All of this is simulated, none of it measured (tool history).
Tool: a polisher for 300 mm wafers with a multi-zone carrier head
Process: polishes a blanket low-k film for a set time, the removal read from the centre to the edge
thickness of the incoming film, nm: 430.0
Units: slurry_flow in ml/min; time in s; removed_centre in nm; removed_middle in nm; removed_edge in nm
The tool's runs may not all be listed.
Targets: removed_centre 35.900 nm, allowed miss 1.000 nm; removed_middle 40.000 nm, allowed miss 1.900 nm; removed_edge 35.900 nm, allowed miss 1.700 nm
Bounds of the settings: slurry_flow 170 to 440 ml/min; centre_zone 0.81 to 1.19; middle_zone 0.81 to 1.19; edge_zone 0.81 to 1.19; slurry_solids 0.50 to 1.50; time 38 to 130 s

{"run": 1, "hour": 0.0, "slurry_flow": 280, "centre_zone": 1.0, "middle_zone": 1.0, "edge_zone": 1.0, "slurry_solids": 1.0, "time": 84, "removed_centre": 32.645, "removed_middle": 33.247, "removed_edge": 30.807}
{"run": 2, "hour": 2.3, "slurry_flow": 285, "centre_zone": 1.0, "middle_zone": 1.02, "edge_zone": 1.03, "slurry_solids": 1.05, "time": 84, "removed_centre": 33.482, "removed_middle": 34.252, "removed_edge": 32.816}
{"run": 3, "hour": 3.3, "slurry_flow": 285, "centre_zone": 1.08, "middle_zone": 1.02, "edge_zone": 1.03, "slurry_solids": 1.05, "time": 84, "removed_centre": 36.55, "removed_middle": 33.98, "removed_edge": 32.945}
{"run": 4, "hour": 8.1, "slurry_flow": 290, "centre_zone": 1.07, "middle_zone": 1.05, "edge_zone": 1.04, "slurry_solids": 1.05, "time": 84, "removed_centre": 36.248, "removed_middle": 34.607, "removed_edge": 33.237}
{"run": 5, "hour": 17.1, "slurry_flow": 290, "centre_zone": 1.06, "middle_zone": 1.07, "edge_zone": 1.04, "slurry_solids": 1.05, "time": 84, "removed_centre": 35.913, "removed_middle": 35.652, "removed_edge": 33.334}
{"run": 6, "hour": 19.0, "slurry_flow": 295, "centre_zone": 1.05, "middle_zone": 1.09, "edge_zone": 1.05, "slurry_solids": 1.05, "time": 84, "removed_centre": 35.595, "removed_middle": 36.674, "removed_edge": 33.427}
{"run": 7, "hour": 27.2, "slurry_flow": 300, "centre_zone": 1.05, "middle_zone": 1.1, "edge_zone": 1.06, "slurry_solids": 1.05, "time": 84, "removed_centre": 35.663, "removed_middle": 36.318, "removed_edge": 33.094}
{"run": 8, "hour": 28.0, "slurry_flow": 295, "centre_zone": 1.04, "middle_zone": 1.11, "edge_zone": 1.07, "slurry_solids": 1.1, "time": 84, "removed_centre": 35.915, "removed_middle": 38.798, "removed_edge": 34.783}
{"run": 9, "hour": 34.3, "slurry_flow": 295, "centre_zone": 1.04, "middle_zone": 1.11, "edge_zone": 1.08, "slurry_solids": 1.1, "time": 84, "removed_centre": 35.986, "removed_middle": 37.056, "removed_edge": 33.568}

5 next moves are on the table. One of them brings every result within its allowed miss. Which?
{"run": "A", "hour": 40.6, "slurry_flow": 345, "centre_zone": 1.15, "middle_zone": 1.19, "edge_zone": 0.97, "slurry_solids": 1.25, "time": 73, "removed_centre": "?", "removed_middle": "?", "removed_edge": "?"}
{"run": "B", "hour": 40.6, "slurry_flow": 220, "centre_zone": 1.02, "middle_zone": 1.17, "edge_zone": 1.11, "slurry_solids": 1.25, "time": 83, "removed_centre": "?", "removed_middle": "?", "removed_edge": "?"}
{"run": "C", "hour": 40.6, "slurry_flow": 345, "centre_zone": 1.12, "middle_zone": 1.04, "edge_zone": 1.12, "slurry_solids": 1.1, "time": 78, "removed_centre": "?", "removed_middle": "?", "removed_edge": "?"}
{"run": "D", "hour": 40.6, "slurry_flow": 315, "centre_zone": 1.05, "middle_zone": 1.01, "edge_zone": 1.12, "slurry_solids": 1.0, "time": 87, "removed_centre": "?", "removed_middle": "?", "removed_edge": "?"}
{"run": "E", "hour": 40.6, "slurry_flow": 285, "centre_zone": 0.95, "middle_zone": 1.18, "edge_zone": 1.04, "slurry_solids": 1.1, "time": 86, "removed_centre": "?", "removed_middle": "?", "removed_edge": "?"}

move=A removed_centre=37.494 removed_middle=36.409 removed_edge=30.581
move=B removed_centre=36.086 removed_middle=39.158 removed_edge=35.321
move=C removed_centre=36.438 removed_middle=32.405 removed_edge=32.191
move=D removed_centre=35.693 removed_middle=33.088 removed_edge=33.753
move=E removed_centre=33.475 removed_middle=39.221 removed_edge=34.081
A: further off than the last run
B: meets every target
C: further off than the last run
D: further off than the last run
E: brings the result that was furthest off to its target, and leaves another outside
Move B is the one to make.
